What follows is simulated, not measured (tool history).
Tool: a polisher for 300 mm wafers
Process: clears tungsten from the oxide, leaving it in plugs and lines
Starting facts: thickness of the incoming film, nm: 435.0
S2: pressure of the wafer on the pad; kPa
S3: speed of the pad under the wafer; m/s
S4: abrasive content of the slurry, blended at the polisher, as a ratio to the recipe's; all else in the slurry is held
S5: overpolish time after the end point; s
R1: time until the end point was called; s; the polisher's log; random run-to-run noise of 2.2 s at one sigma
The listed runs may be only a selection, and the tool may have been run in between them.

run 1 hour=0.0 | flow_of_slurry_(ml/min)=195 S2=22.8 S3=1.32 S4=1.0 S5=8 | R1=94.723
run 2 hour=1.1 | flow_of_slurry_(ml/min)=195 S2=20.0 S3=1.28 S4=1.0 S5=8 | R1=112.460
run 3 hour=5.3 | flow_of_slurry_(ml/min)=175 S2=20.0 S3=1.28 S4=1.0 S5=8 | R1=114.770
run 4 hour=11.0 | flow_of_slurry_(ml/min)=175 S2=20.0 S3=1.28 S4=1.0 S5=8 | R1=114.210
run 5 hour=18.2 | flow_of_slurry_(ml/min)=175 S2=20.0 S3=1.28 S4=1.1 S5=8 | R1=109.260
run 6 hour=22.8 | flow_of_slurry_(ml/min)=175 S2=20.0 S3=1.12 S4=1.1 S5=8 | R1=126.600
run 7 hour=24.3 | flow_of_slurry_(ml/min)=175 S2=17.9 S3=1.12 S4=1.1 S5=8 | R1=138.000

What will run 8 give?
run 8 hour=32.4 | flow_of_slurry_(ml/min)=175 S2=16.5 S3=1.12 S4=1.1 S5=8 | R1=?

Logged for run 8: R1 148.720 s.
